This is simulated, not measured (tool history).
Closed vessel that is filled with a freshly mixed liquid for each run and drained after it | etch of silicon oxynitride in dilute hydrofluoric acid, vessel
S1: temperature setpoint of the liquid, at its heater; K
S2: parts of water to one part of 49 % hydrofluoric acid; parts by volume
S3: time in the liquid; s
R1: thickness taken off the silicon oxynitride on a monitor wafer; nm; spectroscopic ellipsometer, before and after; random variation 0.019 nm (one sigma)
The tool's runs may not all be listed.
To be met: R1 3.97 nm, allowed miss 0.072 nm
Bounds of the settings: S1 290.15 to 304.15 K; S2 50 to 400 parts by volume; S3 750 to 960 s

run  hour      S1   S2   S3      R1
  1     0  296.15  225  960  5.8067
  2   6.1  297.65  225  960  6.2112
  3    12  297.65  195  960  7.3135
  4  14.9  295.15  195  960  6.5633
  5  24.4  295.15  150  960  8.7103
  6  31.1  295.15  150  960  8.7306
  7  32.8  291.15  240  955  4.2781
  8  36.6  290.65  245  955  4.0851

5 next moves are on the table. One of them brings every result within its allowed miss. Which?
  A  40.4  290.15  245  920   ?
  B  40.4  290.65  245  900   ?
  C  40.4  296.65  255  750   ?
  D  40.4  291.15  245  960   ?
  E  40.4  291.15  235  835   ?

move      R1
   A  3.8133
   B  3.8187
   C  3.9828
   D  4.1693
   E  3.8031
A: takes the result that was furthest off past its target
B: takes the result that was furthest off past its target
C: meets every target
D: further off than the last run
E: takes the result that was furthest off past its target
Answer: C
